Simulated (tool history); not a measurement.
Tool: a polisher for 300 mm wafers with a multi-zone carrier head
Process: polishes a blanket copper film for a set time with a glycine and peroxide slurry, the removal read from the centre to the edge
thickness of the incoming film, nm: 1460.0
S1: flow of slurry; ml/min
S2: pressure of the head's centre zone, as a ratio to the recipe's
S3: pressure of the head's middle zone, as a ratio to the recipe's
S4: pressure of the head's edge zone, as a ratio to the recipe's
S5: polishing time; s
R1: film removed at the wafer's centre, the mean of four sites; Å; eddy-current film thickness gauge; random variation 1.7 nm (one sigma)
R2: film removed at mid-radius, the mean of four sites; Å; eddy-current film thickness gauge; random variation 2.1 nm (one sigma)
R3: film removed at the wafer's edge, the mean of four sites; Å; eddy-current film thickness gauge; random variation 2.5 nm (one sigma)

{"run": 1, "hour": 0.0, "S1": 225, "S2": 1.0, "S3": 1.0, "S4": 1.0, "S5": 44, "R1": 1669.5, "R2": 1659.2, "R3": 1605.9}
{"run": 2, "hour": 0.8, "S1": 225, "S2": 1.0, "S3": 1.0, "S4": 1.07, "S5": 44, "R1": 1687.0, "R2": 1645.2, "R3": 1719.3}
{"run": 3, "hour": 8.7, "S1": 225, "S2": 1.0, "S3": 1.0, "S4": 1.02, "S5": 44, "R1": 1681.2, "R2": 1638.3, "R3": 1649.4}
{"run": 4, "hour": 12.1, "S1": 240, "S2": 1.03, "S3": 1.04, "S4": 1.06, "S5": 47, "R1": 1854.1, "R2": 1833.4, "R3": 1805.4}
{"run": 5, "hour": 18.1, "S1": 250, "S2": 1.05, "S3": 1.06, "S4": 1.09, "S5": 50, "R1": 2011.8, "R2": 1985.0, "R3": 1978.6}
{"run": 6, "hour": 21.2, "S1": 295, "S2": 1.05, "S3": 1.06, "S4": 1.09, "S5": 50, "R1": 2058.2, "R2": 2038.2, "R3": 2012.5}
{"run": 7, "hour": 22.9, "S1": 300, "S2": 1.07, "S3": 1.08, "S4": 1.11, "S5": 52, "R1": 2192.3, "R2": 2155.7, "R3": 2098.7}

The next listed run, before its measurement:
{"run": 8, "hour": 30.7, "S1": 300, "S2": 1.08, "S3": 1.09, "S4": 1.13, "S5": 54, "R1": "?", "R2": "?", "R3": "?"}

{"run 8": {"R1": 2298.2, "R2": 2222.1, "R3": 2182.0}}
